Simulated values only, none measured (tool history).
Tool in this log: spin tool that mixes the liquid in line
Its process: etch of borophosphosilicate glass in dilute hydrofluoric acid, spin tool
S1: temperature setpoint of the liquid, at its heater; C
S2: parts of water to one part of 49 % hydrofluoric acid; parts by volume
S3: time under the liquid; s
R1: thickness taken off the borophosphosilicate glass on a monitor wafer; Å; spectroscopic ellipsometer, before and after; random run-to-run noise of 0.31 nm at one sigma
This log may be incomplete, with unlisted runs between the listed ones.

run,hour,S1,S2,S3,R1
1,0.0,20.0,85,30,166.59
2,2.3,22.0,75,30,208.37
3,3.7,23.5,70,30,241.39
4,8.4,23.5,85,30,193.67
5,11.5,23.5,65,30,259.40
6,15.9,23.5,65,20,170.27
7,21.9,27.5,35,20,400.89
8,25.8,26.5,35,20,374.76
9,30.3,26.0,35,20,370.10
10,37.9,26.0,35,20,372.52
11,42.5,25.5,35,20,361.91
12,50.1,25.0,35,20,352.16
13,58.9,24.5,35,20,348.95

Predict the results of run 14:
14,63.9,24.0,35,20,?

R1: 341.94 Å
